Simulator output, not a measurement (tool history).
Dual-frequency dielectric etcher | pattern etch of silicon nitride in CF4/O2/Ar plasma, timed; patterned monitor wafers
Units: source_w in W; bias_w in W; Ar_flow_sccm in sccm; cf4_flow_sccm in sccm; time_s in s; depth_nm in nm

run 1 hour=0 | source_w=580 bias_w=62 Ar_flow_sccm=87 cf4_flow_sccm=102 time_s=103 | depth_nm=240.75
run 2 hour=4.5 | source_w=580 bias_w=62 Ar_flow_sccm=97 cf4_flow_sccm=102 time_s=103 | depth_nm=238.98
run 3 hour=5.7 | source_w=610 bias_w=63 Ar_flow_sccm=97 cf4_flow_sccm=102 time_s=103 | depth_nm=252.61
run 4 hour=11.8 | source_w=630 bias_w=63 Ar_flow_sccm=97 cf4_flow_sccm=102 time_s=103 | depth_nm=258.94
run 5 hour=15.4 | source_w=650 bias_w=63 Ar_flow_sccm=97 cf4_flow_sccm=102 time_s=103 | depth_nm=267.61
run 6 hour=17.3 | source_w=670 bias_w=63 Ar_flow_sccm=97 cf4_flow_sccm=102 time_s=103 | depth_nm=271.77
-- hour=19.6 wet clean of the chamber
run 7 hour=19.6 | source_w=690 bias_w=64 Ar_flow_sccm=97 cf4_flow_sccm=102 time_s=103 | depth_nm=296.85

Forecast run 8:
run 8 hour=23.1 | source_w=740 bias_w=65 Ar_flow_sccm=97 cf4_flow_sccm=102 time_s=103 | depth_nm=?

depth_nm: 313.42 nm
